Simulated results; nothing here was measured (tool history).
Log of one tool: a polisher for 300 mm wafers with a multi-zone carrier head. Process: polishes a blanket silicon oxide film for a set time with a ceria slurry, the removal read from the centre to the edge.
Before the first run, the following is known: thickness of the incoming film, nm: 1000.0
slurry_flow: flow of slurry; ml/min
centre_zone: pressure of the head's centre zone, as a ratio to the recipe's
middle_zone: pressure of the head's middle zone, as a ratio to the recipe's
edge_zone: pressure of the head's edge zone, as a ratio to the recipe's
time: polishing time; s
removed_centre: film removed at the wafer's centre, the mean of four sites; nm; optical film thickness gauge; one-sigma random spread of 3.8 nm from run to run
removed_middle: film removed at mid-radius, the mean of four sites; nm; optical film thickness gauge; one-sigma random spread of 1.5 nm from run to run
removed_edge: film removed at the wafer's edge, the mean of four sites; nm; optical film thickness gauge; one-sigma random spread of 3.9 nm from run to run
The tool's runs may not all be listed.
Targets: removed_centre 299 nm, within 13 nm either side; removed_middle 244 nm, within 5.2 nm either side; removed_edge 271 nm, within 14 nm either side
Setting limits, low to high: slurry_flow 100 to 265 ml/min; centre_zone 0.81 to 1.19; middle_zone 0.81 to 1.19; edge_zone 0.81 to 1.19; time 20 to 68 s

Run 1, day 0: slurry_flow 170 ml/min, centre_zone 1, middle_zone 1, edge_zone 1, time 44 s. Result: removed_centre 308.77 nm, removed_middle 311.13 nm, removed_edge 315.34 nm.
Run 2, day 0.238: slurry_flow 165 ml/min, centre_zone 1.01, middle_zone 0.98, edge_zone 0.98, time 44 s. Result: removed_centre 312.6 nm, removed_middle 303.02 nm, removed_edge 297.21 nm.
Run 3, day 0.504: slurry_flow 165 ml/min, centre_zone 1.01, middle_zone 1.02, edge_zone 0.98, time 44 s. Result: removed_centre 311.94 nm, removed_middle 312.14 nm, removed_edge 301.04 nm.
Run 4, day 0.733: slurry_flow 160 ml/min, centre_zone 1.02, middle_zone 0.99, edge_zone 0.98, time 44 s. Result: removed_centre 319.44 nm, removed_middle 303.26 nm, removed_edge 313.9 nm.
Run 5, day 1.046: slurry_flow 160 ml/min, centre_zone 1.02, middle_zone 0.99, edge_zone 0.92, time 44 s. Result: removed_centre 319.67 nm, removed_middle 304.3 nm, removed_edge 293.02 nm.
Run 6, day 1.312: slurry_flow 160 ml/min, centre_zone 0.96, middle_zone 0.99, edge_zone 0.92, time 44 s. Result: removed_centre 295.93 nm, removed_middle 302.47 nm, removed_edge 296.28 nm.
Run 7, day 1.342: slurry_flow 155 ml/min, centre_zone 0.97, middle_zone 0.97, edge_zone 0.91, time 44 s. Result: removed_centre 302.29 nm, removed_middle 296.26 nm, removed_edge 291.87 nm.
Run 8, day 1.55: slurry_flow 150 ml/min, centre_zone 0.97, middle_zone 0.95, edge_zone 0.9, time 44 s. Result: removed_centre 294.16 nm, removed_middle 293.56 nm, removed_edge 292.68 nm.
Run 9, day 1.721: slurry_flow 145 ml/min, centre_zone 0.99, middle_zone 0.93, edge_zone 0.9, time 44 s. Result: removed_centre 306.23 nm, removed_middle 286.77 nm, removed_edge 291.73 nm.
Run 10, day 1.838: slurry_flow 140 ml/min, centre_zone 0.99, middle_zone 0.91, edge_zone 0.89, time 44 s. Result: removed_centre 298.02 nm, removed_middle 279.93 nm, removed_edge 293.35 nm.

Below are 5 possible settings for the next run. Only one of them brings all results inside the allowed miss of their targets. Which is it?
Run A, day 1.954: slurry_flow 135 ml/min, centre_zone 1.07, middle_zone 0.85, edge_zone 0.89, time 41 s. Result: removed_centre ?, removed_middle ?, removed_edge ?.
Run B, day 1.954: slurry_flow 195 ml/min, centre_zone 1.06, middle_zone 1.1, edge_zone 0.81, time 41 s. Result: removed_centre ?, removed_middle ?, removed_edge ?.
Run C, day 1.954: slurry_flow 140 ml/min, centre_zone 0.98, middle_zone 1.12, edge_zone 0.81, time 43 s. Result: removed_centre ?, removed_middle ?, removed_edge ?.
Run D, day 1.954: slurry_flow 170 ml/min, centre_zone 1, middle_zone 1.16, edge_zone 0.83, time 41 s. Result: removed_centre ?, removed_middle ?, removed_edge ?.
Run E, day 1.954: slurry_flow 215 ml/min, centre_zone 0.97, middle_zone 0.85, edge_zone 0.98, time 41 s. Result: removed_centre ?, removed_middle ?, removed_edge ?.

move  removed_centre  removed_middle  removed_edge
   A          302.78          240.03        271.27
   B          316.12          311.78        268.45
   C          292.77          319.12        273.38
   D          292.89          321.25         267.8
   E           292.1          253.89        294.75
A: every result lands within tolerance
B: the biggest miss grows against the last run
C: the biggest miss grows against the last run
D: the biggest miss grows against the last run
E: nearer than the last run, and not there yet
Correct choice: A, which meets every target

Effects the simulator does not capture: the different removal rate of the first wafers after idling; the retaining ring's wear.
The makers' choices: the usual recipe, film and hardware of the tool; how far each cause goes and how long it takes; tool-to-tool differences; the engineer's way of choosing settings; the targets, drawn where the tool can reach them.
